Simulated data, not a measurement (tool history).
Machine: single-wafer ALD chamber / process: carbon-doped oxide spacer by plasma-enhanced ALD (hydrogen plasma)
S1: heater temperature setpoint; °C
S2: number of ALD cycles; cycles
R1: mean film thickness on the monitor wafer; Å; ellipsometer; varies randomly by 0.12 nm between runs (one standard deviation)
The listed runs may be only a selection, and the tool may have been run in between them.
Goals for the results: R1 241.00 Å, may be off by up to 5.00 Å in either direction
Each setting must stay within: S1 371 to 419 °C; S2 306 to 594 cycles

run  hour   S1   S2      R1
  1   0.0  395  450  218.72
  2   4.0  395  388  187.26
  3   9.3  395  409  198.09
  4  11.7  388  409  199.64
  5  17.2  388  376  181.35
  6  21.9  388  441  216.34
  7  30.8  388  449  217.73
  8  37.9  388  458  222.81
  9  45.4  388  465  224.33
 10  48.1  388  472  228.83
     57.1  -- thermocouple changed; heater temperature recalibrated
 11  57.1  388  477  230.69
 12  62.2  388  481  233.32
 13  63.8  388  484  235.67
 14  67.4  388  486  237.09

Which of these 5 next moves meets every target?
  A  71.0  393  480   ?
  B  71.0  390  474   ?
  C  71.0  375  498   ?
  D  71.0  388  457   ?
  E  71.0  397  474   ?

move      R1
   A  234.13
   B  231.21
   C  242.91
   D  222.91
   E  231.21
A: its largest miss is bigger than the last run's
B: its largest miss is bigger than the last run's
C: each result inside its tolerance
D: its largest miss is bigger than the last run's
E: its largest miss is bigger than the last run's
So the answer is move C, the one that meets all the targets.
